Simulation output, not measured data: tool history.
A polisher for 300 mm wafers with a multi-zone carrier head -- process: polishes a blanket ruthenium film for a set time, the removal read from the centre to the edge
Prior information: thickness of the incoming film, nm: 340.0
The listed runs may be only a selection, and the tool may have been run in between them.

run	hour	flow of slurry (ml/min)	pressure of the head's centre zone	pressure of the head's middle zone	pressure of the head's edge zone	polishing time (s)	film removed at the wafer's centre (Å)	film removed at mid-radius (Å)	film removed at the wafer's edge (Å)
1	0	130	1	1	1	62	945.75	970.57	950.38
2	5.9	145	1.03	1.03	1.04	64	1020.3	1037.3	1025.3
3	14.8	145	1.03	1.03	1.04	52	816.71	842.07	822.88
4	19	145	1.03	1.09	1.04	52	838.09	879.54	826.02
5	26.8	175	1.03	1.09	1.04	52	863.4	913.21	842.4
6	33	180	1.06	1.11	1.07	57	955.25	994.34	941.67
7	35.9	185	1.08	1.13	1.07	61	1059	1104.6	1014.3

Forecast run 8:
8	43.4	190	1.11	1.14	1.09	63	?	?	?

Logged for run 8: film removed at the wafer's centre (Å) 1136.3, film removed at mid-radius (Å) 1182.1, film removed at the wafer's edge (Å) 1061.3.
